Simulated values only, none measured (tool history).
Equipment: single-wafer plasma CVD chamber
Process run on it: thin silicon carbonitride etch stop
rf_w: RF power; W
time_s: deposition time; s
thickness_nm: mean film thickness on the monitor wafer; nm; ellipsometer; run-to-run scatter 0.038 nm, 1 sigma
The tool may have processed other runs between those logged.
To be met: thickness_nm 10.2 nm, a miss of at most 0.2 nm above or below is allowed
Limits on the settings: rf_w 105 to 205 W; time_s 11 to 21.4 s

run 1 day=0 | rf_w=155 time_s=16.2 | thickness_nm=8.2983
run 2 day=0.104 | rf_w=145 time_s=16.2 | thickness_nm=8.2649
run 3 day=0.358 | rf_w=145 time_s=18.2 | thickness_nm=9.2453
run 4 day=0.408 | rf_w=145 time_s=17.3 | thickness_nm=8.7691
run 5 day=0.704 | rf_w=145 time_s=15.5 | thickness_nm=7.83
run 6 day=0.85 | rf_w=165 time_s=15.5 | thickness_nm=8.0417
run 7 day=1.029 | rf_w=165 time_s=15.5 | thickness_nm=8.0467
run 8 day=1.242 | rf_w=190 time_s=18.1 | thickness_nm=9.6474

Exercise: of the 5 proposed moves below, exactly one satisfies all targets within the stated allowed misses. Which move is it?
run A day=1.454 | rf_w=155 time_s=17.6 | thickness_nm=?
run B day=1.454 | rf_w=140 time_s=17.4 | thickness_nm=?
run C day=1.454 | rf_w=180 time_s=16.6 | thickness_nm=?
run D day=1.454 | rf_w=190 time_s=16.5 | thickness_nm=?
run E day=1.454 | rf_w=205 time_s=18.9 | thickness_nm=?

move=A thickness_nm=8.9569
move=B thickness_nm=8.6967
move=C thickness_nm=8.6868
move=D thickness_nm=8.7253
move=E thickness_nm=10.146
A: lands further from the targets than the last run did
B: lands further from the targets than the last run did
C: lands further from the targets than the last run did
D: lands further from the targets than the last run did
E: every result lands within tolerance
Answer: E
